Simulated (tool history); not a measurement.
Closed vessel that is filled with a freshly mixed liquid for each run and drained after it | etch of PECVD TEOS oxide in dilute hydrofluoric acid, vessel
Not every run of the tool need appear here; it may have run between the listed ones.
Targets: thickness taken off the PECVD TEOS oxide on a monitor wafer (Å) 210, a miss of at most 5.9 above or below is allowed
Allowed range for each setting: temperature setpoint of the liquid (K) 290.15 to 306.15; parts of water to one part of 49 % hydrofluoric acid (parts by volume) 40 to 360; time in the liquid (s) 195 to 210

| run | day | temperature setpoint of the liquid (K) | parts of water to one part of 49 % hydrofluoric acid (parts by volume) | time in the liquid (s) | thickness taken off the PECVD TEOS oxide on a monitor wafer (Å) |
|---|---|---|---|---|---|
| 1 | 0 | 298.15 | 200 | 195 | 79.132 |
| 2 | 0.321 | 295.15 | 200 | 195 | 70.336 |
| 3 | 0.625 | 298.65 | 165 | 195 | 102.58 |
| 4 | 0.988 | 300.65 | 145 | 195 | 128.55 |
| 5 | 1.229 | 300.65 | 80 | 195 | 250.3 |
| 6 | 1.417 | 304.15 | 80 | 195 | 291.42 |
| 7 | 1.625 | 302.15 | 80 | 195 | 267.15 |
| 8 | 1.954 | 300.65 | 80 | 195 | 257.89 |
| 9 | 2.012 | 298.65 | 80 | 195 | 235.08 |
| 10 | 2.192 | 297.65 | 80 | 195 | 224.8 |

Exactly one of the 4 candidate moves below puts every result within its allowed miss. Which one?
| A | 2.371 | 298.65 | 95 | 200 | ? |
| B | 2.371 | 298.15 | 80 | 210 | ? |
| C | 2.371 | 300.65 | 90 | 210 | ? |
| D | 2.371 | 297.65 | 85 | 195 | ? |

| move | thickness taken off the PECVD TEOS oxide on a monitor wafer (Å) |
|---|---|
| A | 199.16 |
| B | 248.23 |
| C | 240.2 |
| D | 211.29 |
A: the result that was furthest off in the last run now lies on the other side of its target
B: moves away from the targets compared with the last run
C: moves away from the targets compared with the last run
D: in spec on every target
The move that meets every target is D.

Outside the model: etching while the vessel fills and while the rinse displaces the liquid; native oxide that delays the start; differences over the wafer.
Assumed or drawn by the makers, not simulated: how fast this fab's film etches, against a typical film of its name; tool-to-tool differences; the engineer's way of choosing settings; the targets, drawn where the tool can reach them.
